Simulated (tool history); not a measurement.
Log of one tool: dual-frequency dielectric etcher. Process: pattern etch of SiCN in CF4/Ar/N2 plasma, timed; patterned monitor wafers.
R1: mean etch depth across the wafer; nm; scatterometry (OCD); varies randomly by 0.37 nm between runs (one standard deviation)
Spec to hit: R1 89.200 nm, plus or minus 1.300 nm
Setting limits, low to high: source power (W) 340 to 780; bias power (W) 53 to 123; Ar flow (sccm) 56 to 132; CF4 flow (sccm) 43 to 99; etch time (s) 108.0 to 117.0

run 1 hour=0.0 | source_power_(W)=560 bias_power_(W)=88 Ar_flow_(sccm)=94 CF4_flow_(sccm)=71 etch_time_(s)=117.0 | R1=124.920
run 2 hour=1.0 | source_power_(W)=560 bias_power_(W)=88 Ar_flow_(sccm)=94 CF4_flow_(sccm)=71 etch_time_(s)=108.0 | R1=114.230
run 3 hour=7.6 | source_power_(W)=560 bias_power_(W)=88 Ar_flow_(sccm)=94 CF4_flow_(sccm)=81 etch_time_(s)=108.0 | R1=115.860
run 4 hour=11.5 | source_power_(W)=560 bias_power_(W)=82 Ar_flow_(sccm)=94 CF4_flow_(sccm)=81 etch_time_(s)=108.0 | R1=113.850
run 5 hour=13.2 | source_power_(W)=520 bias_power_(W)=82 Ar_flow_(sccm)=94 CF4_flow_(sccm)=81 etch_time_(s)=108.0 | R1=107.110
run 6 hour=21.0 | source_power_(W)=500 bias_power_(W)=82 Ar_flow_(sccm)=94 CF4_flow_(sccm)=81 etch_time_(s)=108.0 | R1=104.490
run 7 hour=24.5 | source_power_(W)=480 bias_power_(W)=82 Ar_flow_(sccm)=94 CF4_flow_(sccm)=81 etch_time_(s)=108.0 | R1=102.160
run 8 hour=31.2 | source_power_(W)=460 bias_power_(W)=82 Ar_flow_(sccm)=94 CF4_flow_(sccm)=81 etch_time_(s)=108.0 | R1=100.190
run 9 hour=35.7 | source_power_(W)=360 bias_power_(W)=81 Ar_flow_(sccm)=94 CF4_flow_(sccm)=81 etch_time_(s)=108.0 | R1=85.423

Of the 4 settings listed for the next run, only one would bring every result within its allowed miss of target. Which one?
run A hour=40.2 | source_power_(W)=380 bias_power_(W)=79 Ar_flow_(sccm)=92 CF4_flow_(sccm)=88 etch_time_(s)=109.0 | R1=?
run B hour=40.2 | source_power_(W)=360 bias_power_(W)=67 Ar_flow_(sccm)=95 CF4_flow_(sccm)=73 etch_time_(s)=116.0 | R1=?
run C hour=40.2 | source_power_(W)=350 bias_power_(W)=73 Ar_flow_(sccm)=102 CF4_flow_(sccm)=75 etch_time_(s)=114.5 | R1=?
run D hour=40.2 | source_power_(W)=370 bias_power_(W)=72 Ar_flow_(sccm)=120 CF4_flow_(sccm)=82 etch_time_(s)=109.5 | R1=?

move=A R1=88.718
move=B R1=82.883
move=C R1=82.650
move=D R1=79.582
A: all results land within tolerance of their targets
B: misses by more than the last run did
C: misses by more than the last run did
D: misses by more than the last run did
The move that meets every target is A.

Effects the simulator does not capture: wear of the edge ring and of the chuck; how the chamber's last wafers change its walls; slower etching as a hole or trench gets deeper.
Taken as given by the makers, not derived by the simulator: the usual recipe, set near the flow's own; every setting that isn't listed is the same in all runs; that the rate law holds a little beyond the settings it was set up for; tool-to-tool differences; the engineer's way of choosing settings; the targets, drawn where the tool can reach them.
